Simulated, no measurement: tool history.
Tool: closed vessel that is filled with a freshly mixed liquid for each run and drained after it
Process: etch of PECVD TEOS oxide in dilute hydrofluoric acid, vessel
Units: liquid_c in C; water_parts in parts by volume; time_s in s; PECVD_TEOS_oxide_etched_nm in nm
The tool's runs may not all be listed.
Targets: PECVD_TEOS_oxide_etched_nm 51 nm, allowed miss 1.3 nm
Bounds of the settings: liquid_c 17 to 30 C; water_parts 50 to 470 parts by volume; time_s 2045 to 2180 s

{"run": 1, "hour": 0.0, "liquid_c": 22, "water_parts": 260, "time_s": 2045, "PECVD_TEOS_oxide_etched_nm": 88.86}
{"run": 2, "hour": 8.2, "liquid_c": 21.5, "water_parts": 270, "time_s": 2045, "PECVD_TEOS_oxide_etched_nm": 83.838}
{"run": 3, "hour": 9.2, "liquid_c": 21, "water_parts": 280, "time_s": 2045, "PECVD_TEOS_oxide_etched_nm": 79.008}
{"run": 4, "hour": 13.5, "liquid_c": 18.5, "water_parts": 280, "time_s": 2045, "PECVD_TEOS_oxide_etched_nm": 70.82}
{"run": 5, "hour": 15.7, "liquid_c": 18.5, "water_parts": 185, "time_s": 2045, "PECVD_TEOS_oxide_etched_nm": 117.02}
{"run": 6, "hour": 23.5, "liquid_c": 18.5, "water_parts": 205, "time_s": 2045, "PECVD_TEOS_oxide_etched_nm": 105.21}
{"run": 7, "hour": 30.7, "liquid_c": 18.5, "water_parts": 225, "time_s": 2045, "PECVD_TEOS_oxide_etched_nm": 92.71}
{"run": 8, "hour": 32.9, "liquid_c": 17, "water_parts": 330, "time_s": 2045, "PECVD_TEOS_oxide_etched_nm": 55.134}
{"run": 9, "hour": 39.1, "liquid_c": 17, "water_parts": 340, "time_s": 2045, "PECVD_TEOS_oxide_etched_nm": 53.076}

5 next moves are on the table. One of them brings every result within its allowed miss. Which?
{"run": "A", "hour": 45.3, "liquid_c": 17, "water_parts": 335, "time_s": 2045, "PECVD_TEOS_oxide_etched_nm": "?"}
{"run": "B", "hour": 45.3, "liquid_c": 20.5, "water_parts": 370, "time_s": 2065, "PECVD_TEOS_oxide_etched_nm": "?"}
{"run": "C", "hour": 45.3, "liquid_c": 17, "water_parts": 330, "time_s": 2120, "PECVD_TEOS_oxide_etched_nm": "?"}
{"run": "D", "hour": 45.3, "liquid_c": 18.5, "water_parts": 355, "time_s": 2180, "PECVD_TEOS_oxide_etched_nm": "?"}
{"run": "E", "hour": 45.3, "liquid_c": 17, "water_parts": 360, "time_s": 2105, "PECVD_TEOS_oxide_etched_nm": "?"}

move=A PECVD_TEOS_oxide_etched_nm=54.144
move=B PECVD_TEOS_oxide_etched_nm=54.555
move=C PECVD_TEOS_oxide_etched_nm=57.213
move=D PECVD_TEOS_oxide_etched_nm=56.613
move=E PECVD_TEOS_oxide_etched_nm=50.829
A: further off than the last run
B: further off than the last run
C: further off than the last run
D: further off than the last run
E: meets every target
Move E is the one to make.
